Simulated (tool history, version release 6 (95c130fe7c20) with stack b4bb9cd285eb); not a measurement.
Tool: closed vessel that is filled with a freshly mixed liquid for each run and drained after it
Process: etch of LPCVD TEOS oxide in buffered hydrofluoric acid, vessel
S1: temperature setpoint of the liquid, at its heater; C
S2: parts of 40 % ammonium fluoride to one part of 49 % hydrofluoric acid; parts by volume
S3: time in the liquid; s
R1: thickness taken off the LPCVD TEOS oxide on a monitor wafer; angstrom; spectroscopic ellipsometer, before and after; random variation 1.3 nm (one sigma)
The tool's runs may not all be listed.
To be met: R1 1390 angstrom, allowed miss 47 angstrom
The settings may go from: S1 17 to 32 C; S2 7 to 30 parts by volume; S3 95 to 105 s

run 1 hour=0 | S1=24 S2=20 S3=95 | R1=2000.1
run 2 hour=4.6 | S1=23.5 S2=20 S3=95 | R1=1967.7
run 3 hour=11.8 | S1=23.5 S2=20 S3=105 | R1=2175.5
run 4 hour=15.2 | S1=23.5 S2=17.5 S3=105 | R1=2431.3
run 5 hour=19.4 | S1=23 S2=18 S3=105 | R1=2328
run 6 hour=21.1 | S1=23 S2=18 S3=95 | R1=2071.8
run 7 hour=30.1 | S1=22.5 S2=18.5 S3=95 | R1=1970.3
run 8 hour=36.7 | S1=22 S2=18.5 S3=95 | R1=1959.1
run 9 hour=41.2 | S1=21.5 S2=19 S3=95 | R1=1825.2
run 10 hour=50.4 | S1=21 S2=19 S3=95 | R1=1774.3
run 11 hour=55.2 | S1=20.5 S2=19 S3=95 | R1=1730.9
run 12 hour=63.7 | S1=20 S2=19 S3=95 | R1=1685.8

Which of these 4 next moves meets every target?
run A hour=72.2 | S1=21 S2=28.5 S3=100 | R1=?
run B hour=72.2 | S1=17.5 S2=18.5 S3=95 | R1=?
run C hour=72.2 | S1=20 S2=21.5 S3=95 | R1=?
run D hour=72.2 | S1=22.5 S2=18.5 S3=105 | R1=?

move=A R1=1378.8
move=B R1=1485.2
move=C R1=1505
move=D R1=2167.4
A: meets every target
B: nearer than the last run, and not there yet
C: nearer than the last run, and not there yet
D: further off than the last run
The right move is A.

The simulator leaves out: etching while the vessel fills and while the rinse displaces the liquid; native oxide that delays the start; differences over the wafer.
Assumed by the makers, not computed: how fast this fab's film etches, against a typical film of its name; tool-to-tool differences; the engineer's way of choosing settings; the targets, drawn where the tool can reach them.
